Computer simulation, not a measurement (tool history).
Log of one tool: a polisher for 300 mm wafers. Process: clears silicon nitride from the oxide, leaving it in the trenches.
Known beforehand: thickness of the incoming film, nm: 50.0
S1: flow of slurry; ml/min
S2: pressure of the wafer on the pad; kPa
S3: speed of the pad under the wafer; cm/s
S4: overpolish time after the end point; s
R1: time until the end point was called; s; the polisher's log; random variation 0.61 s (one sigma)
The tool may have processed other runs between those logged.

run,hour,S1,S2,S3,S4,R1
1,0.0,140,13.8,102,13,81.675
2,4.2,120,13.8,102,13,84.380
3,10.6,135,14.5,102,13,77.704
4,13.6,135,11.0,102,13,103.510
5,17.6,135,11.0,102,13,100.290
6,21.8,105,11.0,102,13,108.140
7,29.5,125,11.7,102,13,97.694
8,34.2,140,12.4,102,13,90.707
9,37.6,150,13.1,102,13,85.358
10,43.9,155,13.8,102,13,81.036
11,46.0,160,14.5,102,13,76.437
# hour 47.1: head pressure recalibrated
12,47.1,165,14.5,102,13,79.368
13,55.5,165,15.2,102,13,76.651

Run 14, settings as shown, results not yet in. Your forecast:
14,56.8,165,15.9,102,13,?

R1: 72.904 s
